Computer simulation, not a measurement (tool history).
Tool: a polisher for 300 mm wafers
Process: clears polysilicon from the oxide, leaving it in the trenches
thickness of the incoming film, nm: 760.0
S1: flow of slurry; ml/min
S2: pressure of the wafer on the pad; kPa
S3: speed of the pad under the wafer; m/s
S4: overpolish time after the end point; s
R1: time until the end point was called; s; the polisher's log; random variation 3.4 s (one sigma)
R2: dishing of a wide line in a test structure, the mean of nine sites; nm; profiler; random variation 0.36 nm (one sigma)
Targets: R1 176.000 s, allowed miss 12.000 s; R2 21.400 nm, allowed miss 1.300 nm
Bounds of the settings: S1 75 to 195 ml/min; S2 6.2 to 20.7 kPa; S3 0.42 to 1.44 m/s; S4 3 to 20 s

| run | hour | S1 | S2 | S3 | S4 | R1 | R2 |
|---|---|---|---|---|---|---|---|
| 1 | 0.0 | 125 | 13.1 | 0.92 | 10 | 78.669 | 38.211 |
| 2 | 1.1 | 125 | 11.7 | 0.86 | 9 | 94.317 | 34.193 |
| 3 | 2.0 | 125 | 11.0 | 0.82 | 8 | 104.480 | 30.481 |
| 4 | 6.0 | 125 | 10.3 | 0.80 | 8 | 110.220 | 30.051 |
| 5 | 12.3 | 125 | 9.7 | 0.78 | 7 | 126.320 | 26.557 |
| 6 | 18.6 | 125 | 9.0 | 0.78 | 7 | 131.740 | 25.388 |
| 7 | 27.4 | 120 | 6.2 | 0.68 | 5 | 222.100 | 14.070 |
| 8 | 31.2 | 125 | 6.2 | 0.68 | 6 | 209.670 | 16.046 |
| 9 | 32.5 | 125 | 6.2 | 0.68 | 6 | 214.640 | 15.859 |
| 10 | 33.8 | 130 | 6.2 | 0.68 | 6 | 217.190 | 16.446 |
| 11 | 37.9 | 135 | 6.2 | 0.68 | 6 | 205.910 | 16.719 |
| 12 | 44.1 | 140 | 6.2 | 0.68 | 6 | 206.810 | 16.634 |
| 13 | 45.2 | 145 | 6.2 | 0.68 | 6 | 205.290 | 17.326 |
| 14 | 50.7 | 150 | 6.2 | 0.68 | 6 | 218.980 | 16.729 |
| 15 | 54.1 | 150 | 6.9 | 0.68 | 6 | 189.740 | 18.972 |
| 16 | 59.1 | 155 | 6.9 | 0.68 | 6 | 193.390 | 18.714 |
|  | 62.2 | head pressure recalibrated |
| 17 | 62.2 | 165 | 7.6 | 0.68 | 6 | 191.840 | 18.428 |

4 next moves are on the table. One of them brings every result within its allowed miss. Which?
| A | 65.3 | 145 | 9.7 | 0.60 | 7 | ? | ? |
| B | 65.3 | 145 | 9.0 | 0.54 | 11 | ? | ? |
| C | 65.3 | 140 | 7.6 | 0.72 | 6 | ? | ? |
| D | 65.3 | 195 | 7.6 | 0.66 | 9 | ? | ? |

| move | R1 | R2 |
|---|---|---|
| A | 169.340 | 21.236 |
| B | 200.990 | 25.314 |
| C | 180.030 | 18.274 |
| D | 186.420 | 23.475 |
A: meets every target
B: takes the result that was furthest off past its target
C: further off than the last run
D: takes the result that was furthest off past its target
The right move is A.
